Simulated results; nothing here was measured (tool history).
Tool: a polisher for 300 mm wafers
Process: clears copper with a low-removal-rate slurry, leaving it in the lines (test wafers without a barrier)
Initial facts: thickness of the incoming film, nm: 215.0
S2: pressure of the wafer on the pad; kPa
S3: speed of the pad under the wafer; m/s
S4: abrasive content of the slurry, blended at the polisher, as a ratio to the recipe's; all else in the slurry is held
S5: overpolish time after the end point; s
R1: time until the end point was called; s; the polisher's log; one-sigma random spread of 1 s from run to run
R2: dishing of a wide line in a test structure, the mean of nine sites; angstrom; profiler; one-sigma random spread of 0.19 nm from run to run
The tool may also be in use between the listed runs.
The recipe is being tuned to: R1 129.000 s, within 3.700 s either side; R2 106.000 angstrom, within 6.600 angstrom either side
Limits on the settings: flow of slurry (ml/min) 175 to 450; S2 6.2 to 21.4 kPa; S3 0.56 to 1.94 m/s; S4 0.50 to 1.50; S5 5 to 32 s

run 1 day=0.000 | flow_of_slurry_(ml/min)=290 S2=13.8 S3=1.24 S4=1.00 S5=16 | R1=94.182 R2=279.030
run 2 day=0.033 | flow_of_slurry_(ml/min)=325 S2=13.8 S3=1.24 S4=1.00 S5=16 | R1=94.461 R2=272.030
run 3 day=0.312 | flow_of_slurry_(ml/min)=330 S2=13.1 S3=1.24 S4=1.00 S5=14 | R1=99.910 R2=226.180
run 4 day=0.488 | flow_of_slurry_(ml/min)=330 S2=12.4 S3=1.24 S4=1.00 S5=13 | R1=104.710 R2=211.020
run 5 day=0.721 | flow_of_slurry_(ml/min)=350 S2=11.7 S3=1.24 S4=1.00 S5=12 | R1=110.320 R2=183.340
run 6 day=0.783 | flow_of_slurry_(ml/min)=350 S2=13.8 S3=1.24 S4=1.00 S5=12 | R1=94.292 R2=210.140
run 7 day=0.933 | flow_of_slurry_(ml/min)=350 S2=13.1 S3=1.24 S4=1.00 S5=11 | R1=99.498 R2=188.260
run 8 day=1.088 | flow_of_slurry_(ml/min)=350 S2=9.0 S3=1.24 S4=1.00 S5=5 | R1=141.470 R2=60.419
run 9 day=1.296 | flow_of_slurry_(ml/min)=355 S2=9.0 S3=1.24 S4=1.00 S5=6 | R1=142.780 R2=73.761
run 10 day=1.388 | flow_of_slurry_(ml/min)=395 S2=10.3 S3=1.24 S4=1.00 S5=9 | R1=121.290 R2=124.570
run 11 day=1.679 | flow_of_slurry_(ml/min)=385 S2=10.3 S3=1.24 S4=1.00 S5=9 | R1=123.610 R2=122.710
run 12 day=1.758 | flow_of_slurry_(ml/min)=375 S2=10.3 S3=1.24 S4=1.00 S5=9 | R1=125.000 R2=124.350
run 13 day=2.050 | flow_of_slurry_(ml/min)=365 S2=10.3 S3=1.24 S4=1.00 S5=9 | R1=121.630 R2=126.100
run 14 day=2.212 | flow_of_slurry_(ml/min)=355 S2=10.3 S3=1.24 S4=1.00 S5=9 | R1=123.530 R2=122.320
run 15 day=2.450 | flow_of_slurry_(ml/min)=345 S2=10.3 S3=1.24 S4=1.00 S5=9 | R1=123.540 R2=126.780
run 16 day=2.800 | flow_of_slurry_(ml/min)=345 S2=10.3 S3=1.24 S4=1.00 S5=8 | R1=126.270 R2=107.460
run 17 day=3.042 | flow_of_slurry_(ml/min)=340 S2=10.3 S3=1.24 S4=1.00 S5=8 | R1=124.560 R2=111.790
run 18 day=3.150 | flow_of_slurry_(ml/min)=340 S2=9.7 S3=1.24 S4=1.00 S5=8 | R1=132.390 R2=101.840
run 19 day=3.462 | flow_of_slurry_(ml/min)=345 S2=9.7 S3=1.24 S4=1.00 S5=8 | R1=133.190 R2=105.420
run 20 day=3.488 | flow_of_slurry_(ml/min)=350 S2=10.3 S3=1.24 S4=1.00 S5=7 | R1=125.450 R2=95.955
run 21 day=3.692 | flow_of_slurry_(ml/min)=350 S2=10.3 S3=1.24 S4=1.00 S5=7 | R1=125.400 R2=100.690
run 22 day=3.925 | flow_of_slurry_(ml/min)=345 S2=10.3 S3=1.24 S4=1.00 S5=8 | R1=124.890 R2=106.930
run 23 day=3.975 | flow_of_slurry_(ml/min)=340 S2=10.3 S3=1.24 S4=1.00 S5=8 | R1=124.650 R2=109.680
run 24 day=4.162 | flow_of_slurry_(ml/min)=335 S2=9.7 S3=1.24 S4=1.00 S5=8 | R1=132.320 R2=104.040
run 25 day=4.479 | flow_of_slurry_(ml/min)=345 S2=10.3 S3=1.24 S4=1.00 S5=8 | R1=124.860 R2=113.070
run 26 day=4.829 | flow_of_slurry_(ml/min)=325 S2=9.7 S3=1.24 S4=1.00 S5=7 | R1=133.300 R2=93.096

Next run, 5 choices. One meets every target within its allowed miss, the rest don't. Which?
run A day=5.179 | flow_of_slurry_(ml/min)=290 S2=9.7 S3=1.20 S4=1.00 S5=9 | R1=? R2=?
run B day=5.179 | flow_of_slurry_(ml/min)=380 S2=11.7 S3=0.98 S4=1.40 S5=8 | R1=? R2=?
run C day=5.179 | flow_of_slurry_(ml/min)=330 S2=11.7 S3=1.00 S4=0.85 S5=8 | R1=? R2=?
run D day=5.179 | flow_of_slurry_(ml/min)=325 S2=9.0 S3=1.32 S4=0.95 S5=9 | R1=? R2=?
run E day=5.179 | flow_of_slurry_(ml/min)=255 S2=9.7 S3=1.18 S4=1.20 S5=8 | R1=? R2=?

move=A R1=140.310 R2=108.590
move=B R1=130.250 R2=104.590
move=C R1=140.850 R2=97.042
move=D R1=136.980 R2=110.920
move=E R1=140.170 R2=97.149
A: puts the biggest miss on target and leaves a different result outside tolerance
B: each result inside its tolerance
C: moves away from the targets compared with the last run
D: puts the biggest miss on target and leaves a different result outside tolerance
E: moves away from the targets compared with the last run
Answer: B
